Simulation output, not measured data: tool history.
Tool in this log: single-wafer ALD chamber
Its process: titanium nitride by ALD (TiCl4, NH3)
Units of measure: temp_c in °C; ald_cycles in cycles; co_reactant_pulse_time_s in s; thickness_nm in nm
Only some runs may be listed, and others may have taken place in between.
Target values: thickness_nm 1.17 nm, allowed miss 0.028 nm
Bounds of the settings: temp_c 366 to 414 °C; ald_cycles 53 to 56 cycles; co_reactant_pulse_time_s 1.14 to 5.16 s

run 1 hour=0 | temp_c=390 ald_cycles=56 co_reactant_pulse_time_s=3.15 | thickness_nm=1.3284
run 2 hour=5.5 | temp_c=383 ald_cycles=55 co_reactant_pulse_time_s=2.6 | thickness_nm=1.277
run 3 hour=10.8 | temp_c=383 ald_cycles=53 co_reactant_pulse_time_s=2.6 | thickness_nm=1.2267
run 4 hour=18 | temp_c=380 ald_cycles=53 co_reactant_pulse_time_s=2.32 | thickness_nm=1.2165
run 5 hour=24.7 | temp_c=380 ald_cycles=53 co_reactant_pulse_time_s=2.32 | thickness_nm=1.2134
run 6 hour=33.1 | temp_c=380 ald_cycles=53 co_reactant_pulse_time_s=2.67 | thickness_nm=1.2318
run 7 hour=41.3 | temp_c=378 ald_cycles=53 co_reactant_pulse_time_s=2.32 | thickness_nm=1.2096
run 8 hour=47.2 | temp_c=376 ald_cycles=53 co_reactant_pulse_time_s=2.13 | thickness_nm=1.2067

5 next moves are on the table. One of them brings every result within its allowed miss. Which?
run A hour=53.1 | temp_c=377 ald_cycles=53 co_reactant_pulse_time_s=1.76 | thickness_nm=?
run B hour=53.1 | temp_c=369 ald_cycles=55 co_reactant_pulse_time_s=2.57 | thickness_nm=?
run C hour=53.1 | temp_c=393 ald_cycles=53 co_reactant_pulse_time_s=2.93 | thickness_nm=?
run D hour=53.1 | temp_c=380 ald_cycles=54 co_reactant_pulse_time_s=3.36 | thickness_nm=?
run E hour=53.1 | temp_c=377 ald_cycles=54 co_reactant_pulse_time_s=2.19 | thickness_nm=?

move=A thickness_nm=1.1842
move=B thickness_nm=1.2521
move=C thickness_nm=1.249
move=D thickness_nm=1.2705
move=E thickness_nm=1.232
A: each result inside its tolerance
B: misses by more than the last run did
C: misses by more than the last run did
D: misses by more than the last run did
E: misses by more than the last run did
Correct choice: A, which meets every target
